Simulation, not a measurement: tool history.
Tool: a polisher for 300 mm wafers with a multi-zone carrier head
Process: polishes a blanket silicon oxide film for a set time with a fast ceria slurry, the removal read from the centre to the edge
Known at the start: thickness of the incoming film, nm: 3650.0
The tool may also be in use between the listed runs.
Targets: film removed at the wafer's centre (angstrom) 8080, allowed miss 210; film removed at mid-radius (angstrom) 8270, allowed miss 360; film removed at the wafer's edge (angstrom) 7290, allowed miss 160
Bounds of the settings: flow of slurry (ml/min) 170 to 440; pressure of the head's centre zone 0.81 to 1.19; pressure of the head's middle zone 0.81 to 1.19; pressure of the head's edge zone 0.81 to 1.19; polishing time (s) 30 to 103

run	hour	flow of slurry (ml/min)	pressure of the head's centre zone	pressure of the head's middle zone	pressure of the head's edge zone	polishing time (s)	film removed at the wafer's centre (angstrom)	film removed at mid-radius (angstrom)	film removed at the wafer's edge (angstrom)
1	0	280	1	1	1	66	5847.1	6057	5916.5
2	0.7	280	1	1	1	80	7146.6	7194.3	7106.1
3	1.9	280	1	1.05	1	80	7171.2	7651.9	7109.4
4	8.3	300	1.02	1.06	1	80	7367.3	7580.1	7105.5
5	11.9	235	1.02	1.06	1	80	7166.5	7516.6	6998.5
6	13.8	195	1.02	1.06	1	80	7080.6	7295.2	6857
7	16.6	225	1.04	1.08	1.01	80	7200.4	7515.9	7073.2
8	24.1	280	1.14	1.16	0.96	81	8351.3	8426.7	7007.8
9	31.4	280	1.13	1.15	0.98	81	8252.7	8059.9	7126.3

4 next moves are on the table. One of them brings every result within its allowed miss. Which?
A	38.7	235	1.19	1.17	0.94	82	?	?	?
B	38.7	295	1.12	1.1	0.94	84	?	?	?
C	38.7	265	1.15	1.16	0.99	84	?	?	?
D	38.7	295	1.11	1.15	1.03	81	?	?	?

move	film removed at the wafer's centre (angstrom)	film removed at mid-radius (angstrom)	film removed at the wafer's edge (angstrom)
A	8644.3	8332	6954.1
B	8543.6	8287.8	7257.8
C	8677.2	8582.9	7373.6
D	8167.3	8302.3	7307.2
A: further off than the last run
B: brings the result that was furthest off to its target, and leaves another outside
C: brings the result that was furthest off to its target, and leaves another outside
D: meets every target
Answer: D
